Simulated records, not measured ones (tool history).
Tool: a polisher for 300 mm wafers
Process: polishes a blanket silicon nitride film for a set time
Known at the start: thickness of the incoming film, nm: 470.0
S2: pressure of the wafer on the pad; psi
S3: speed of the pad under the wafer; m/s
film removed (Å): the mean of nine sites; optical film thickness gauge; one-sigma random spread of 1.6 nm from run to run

Run 1, hour 0: flow of slurry (ml/min) 215, S2 4.3 psi, S3 1.4 m/s, polishing time (s) 33. Result: film removed (Å) 1062.9.
Run 2, hour 3.3: flow of slurry (ml/min) 215, S2 4.3 psi, S3 1.4 m/s, polishing time (s) 29. Result: film removed (Å) 940.06.
Run 3, hour 7.7: flow of slurry (ml/min) 215, S2 3.7 psi, S3 1.4 m/s, polishing time (s) 29. Result: film removed (Å) 823.85.
Run 4, hour 11.8: flow of slurry (ml/min) 215, S2 4.2 psi, S3 1.42 m/s, polishing time (s) 29. Result: film removed (Å) 929.08.
Run 5, hour 12.9: flow of slurry (ml/min) 215, S2 4.2 psi, S3 1.42 m/s, polishing time (s) 33. Result: film removed (Å) 1060.2.
Run 6, hour 18.2: flow of slurry (ml/min) 215, S2 4.2 psi, S3 1.3 m/s, polishing time (s) 33. Result: film removed (Å) 1003.4.
Run 7, hour 25.7: flow of slurry (ml/min) 215, S2 4.2 psi, S3 1.3 m/s, polishing time (s) 33. Result: film removed (Å) 1007.3.
Run 8, hour 27.6: flow of slurry (ml/min) 215, S2 4.6 psi, S3 1.32 m/s, polishing time (s) 33. Result: film removed (Å) 1085.1.
Run 9, hour 29.3: flow of slurry (ml/min) 215, S2 4.9 psi, S3 1.32 m/s, polishing time (s) 33. Result: film removed (Å) 1155.3.
Run 10, hour 32.2: flow of slurry (ml/min) 220, S2 6.1 psi, S3 1.34 m/s, polishing time (s) 33. Result: film removed (Å) 1410.1.
Run 11, hour 34.1: flow of slurry (ml/min) 220, S2 6.2 psi, S3 1.34 m/s, polishing time (s) 33. Result: film removed (Å) 1435.3.
Run 12, hour 42.2: flow of slurry (ml/min) 220, S2 6.3 psi, S3 1.34 m/s, polishing time (s) 33. Result: film removed (Å) 1447.9.

Run 13, settings as shown, results not yet in. Your forecast:
Run 13, hour 46.2: flow of slurry (ml/min) 220, S2 6.3 psi, S3 1.34 m/s, polishing time (s) 33. Result: film removed (Å) ?.

{"run 13": {"film removed (Å)": 1437.5}}

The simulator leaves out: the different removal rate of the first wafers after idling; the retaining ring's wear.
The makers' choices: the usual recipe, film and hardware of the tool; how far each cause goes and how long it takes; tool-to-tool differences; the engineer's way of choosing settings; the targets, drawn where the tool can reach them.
